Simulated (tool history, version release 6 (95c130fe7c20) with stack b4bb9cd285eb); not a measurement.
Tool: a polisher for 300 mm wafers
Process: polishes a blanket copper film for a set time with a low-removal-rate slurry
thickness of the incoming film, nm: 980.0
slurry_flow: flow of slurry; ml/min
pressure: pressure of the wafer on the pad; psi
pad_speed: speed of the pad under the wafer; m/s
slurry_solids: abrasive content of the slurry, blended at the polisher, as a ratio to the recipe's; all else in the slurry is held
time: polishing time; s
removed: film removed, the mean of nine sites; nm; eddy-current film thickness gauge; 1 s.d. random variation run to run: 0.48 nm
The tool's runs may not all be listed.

run  hour  slurry_flow  pressure  pad_speed  slurry_solids  time  removed
  1   0.0          305       2.4       0.96            1.0    28   79.661
  2   8.5          305       2.4       1.10            1.0    28   90.024
  3   9.9          305       2.2       1.04            1.0    28   77.056
  4  15.7          305       2.0       1.00            1.0    28   69.235
  5  23.4          305       1.9       0.96            1.0    28   63.291
  6  26.4          305       1.8       0.92            1.0    28   56.469

For run 7, what comes out?
  7  31.7          305       1.7       0.90            1.0    28        ?

{"run 7": {"removed": 52.779}}

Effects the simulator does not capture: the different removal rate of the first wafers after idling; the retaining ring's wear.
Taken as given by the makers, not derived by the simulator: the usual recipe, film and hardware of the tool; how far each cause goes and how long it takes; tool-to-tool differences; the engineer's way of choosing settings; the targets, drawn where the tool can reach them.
